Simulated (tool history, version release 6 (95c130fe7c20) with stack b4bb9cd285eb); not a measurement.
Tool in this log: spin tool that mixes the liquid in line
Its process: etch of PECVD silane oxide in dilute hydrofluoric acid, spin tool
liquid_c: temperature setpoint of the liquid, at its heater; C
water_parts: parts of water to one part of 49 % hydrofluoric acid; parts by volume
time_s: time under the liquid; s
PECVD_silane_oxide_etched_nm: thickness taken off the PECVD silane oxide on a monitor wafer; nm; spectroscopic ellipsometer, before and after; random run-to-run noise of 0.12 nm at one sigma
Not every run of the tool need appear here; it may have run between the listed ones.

run	hour	liquid_c	water_parts	time_s	PECVD_silane_oxide_etched_nm
1	0.0	23.0	140	275	37.515
2	8.5	22.0	140	275	36.182
3	17.4	19.0	140	275	31.824
4	26.1	18.5	140	275	31.594
5	31.4	18.0	140	275	30.940
6	35.9	18.0	115	275	38.379
7	41.5	18.0	115	275	38.249
8	49.7	18.0	120	275	36.568

Estimate the outcome of run 9 from the log above:
9	54.3	18.0	125	275	?

Run 9 yielded PECVD_silane_oxide_etched_nm 34.921 nm.

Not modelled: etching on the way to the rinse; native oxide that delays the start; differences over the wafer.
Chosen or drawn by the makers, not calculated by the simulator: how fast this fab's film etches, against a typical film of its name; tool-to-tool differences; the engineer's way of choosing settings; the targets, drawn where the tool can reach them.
